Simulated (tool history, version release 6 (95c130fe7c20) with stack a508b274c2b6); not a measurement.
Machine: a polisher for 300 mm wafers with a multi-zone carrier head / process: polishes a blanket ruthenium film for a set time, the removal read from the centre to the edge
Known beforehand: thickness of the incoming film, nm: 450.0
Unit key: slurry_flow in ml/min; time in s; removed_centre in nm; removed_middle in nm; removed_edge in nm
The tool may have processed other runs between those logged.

Run 1, hour 0.0: slurry_flow 175 ml/min, centre_zone 1.00, middle_zone 1.00, edge_zone 1.00, time 81 s. Result: removed_centre 123.59 nm, removed_middle 131.73 nm, removed_edge 134.83 nm.
Run 2, hour 1.6: slurry_flow 165 ml/min, centre_zone 0.98, middle_zone 1.00, edge_zone 1.01, time 81 s. Result: removed_centre 121.20 nm, removed_middle 130.58 nm, removed_edge 130.34 nm.
Run 3, hour 6.9: slurry_flow 165 ml/min, centre_zone 0.98, middle_zone 0.92, edge_zone 1.01, time 81 s. Result: removed_centre 118.93 nm, removed_middle 119.59 nm, removed_edge 131.63 nm.
Run 4, hour 11.8: slurry_flow 165 ml/min, centre_zone 0.98, middle_zone 0.92, edge_zone 1.01, time 100 s. Result: removed_centre 146.23 nm, removed_middle 148.98 nm, removed_edge 166.01 nm.
Run 5, hour 13.2: slurry_flow 155 ml/min, centre_zone 0.94, middle_zone 0.91, edge_zone 0.98, time 98 s. Result: removed_centre 137.14 nm, removed_middle 143.41 nm, removed_edge 158.50 nm.
Run 6, hour 18.1: slurry_flow 155 ml/min, centre_zone 0.94, middle_zone 0.99, edge_zone 0.98, time 98 s. Result: removed_centre 136.51 nm, removed_middle 156.71 nm, removed_edge 159.76 nm.
At hour 22.8: centre zone pressure recalibrated.
Run 7, hour 22.8: slurry_flow 150 ml/min, centre_zone 0.92, middle_zone 0.97, edge_zone 0.96, time 95 s. Result: removed_centre 140.54 nm, removed_middle 148.10 nm, removed_edge 150.58 nm.

For run 8, what comes out?
Run 8, hour 26.4: slurry_flow 145 ml/min, centre_zone 0.91, middle_zone 0.97, edge_zone 0.99, time 92 s. Result: removed_centre ?, removed_middle ?, removed_edge ?.

{"run 8": {"removed_centre": 132.48, "removed_middle": 141.46, "removed_edge": 149.12}}

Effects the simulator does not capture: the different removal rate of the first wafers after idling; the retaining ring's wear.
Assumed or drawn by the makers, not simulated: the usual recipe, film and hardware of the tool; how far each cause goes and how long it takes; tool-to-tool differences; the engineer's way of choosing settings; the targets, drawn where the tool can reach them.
